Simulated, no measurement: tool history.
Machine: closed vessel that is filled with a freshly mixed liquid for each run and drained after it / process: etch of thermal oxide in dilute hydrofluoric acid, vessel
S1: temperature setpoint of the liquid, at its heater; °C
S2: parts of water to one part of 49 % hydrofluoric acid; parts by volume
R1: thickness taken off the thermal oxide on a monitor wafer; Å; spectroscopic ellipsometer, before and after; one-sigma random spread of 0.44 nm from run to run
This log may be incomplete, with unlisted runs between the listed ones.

{"run": 1, "hour": 0.0, "S1": 20, "S2": 285, "time in the liquid (s)": 2935, "R1": 300.7}
{"run": 2, "hour": 4.9, "S1": 22.5, "S2": 265, "time in the liquid (s)": 2935, "R1": 361.25}
{"run": 3, "hour": 8.5, "S1": 22.5, "S2": 265, "time in the liquid (s)": 3140, "R1": 391.01}
{"run": 4, "hour": 10.6, "S1": 22.5, "S2": 265, "time in the liquid (s)": 3140, "R1": 387.98}
{"run": 5, "hour": 14.3, "S1": 24, "S2": 255, "time in the liquid (s)": 3140, "R1": 426.38}
{"run": 6, "hour": 22.6, "S1": 24, "S2": 255, "time in the liquid (s)": 2935, "R1": 402.14}
{"run": 7, "hour": 31.9, "S1": 25.5, "S2": 250, "time in the liquid (s)": 2935, "R1": 436.63}
{"run": 8, "hour": 41.7, "S1": 26.5, "S2": 250, "time in the liquid (s)": 2935, "R1": 450.84}
{"run": 9, "hour": 50.0, "S1": 27, "S2": 245, "time in the liquid (s)": 2935, "R1": 459.85}
{"hour": 52.8, "done": "hydrofluoric acid flow meter replaced"}
{"run": 10, "hour": 52.8, "S1": 27.5, "S2": 240, "time in the liquid (s)": 2935, "R1": 527.29}

Predict the results of run 11:
{"run": 11, "hour": 54.3, "S1": 27, "S2": 240, "time in the liquid (s)": 2935, "R1": "?"}

{"run 11": {"R1": 531.06}}
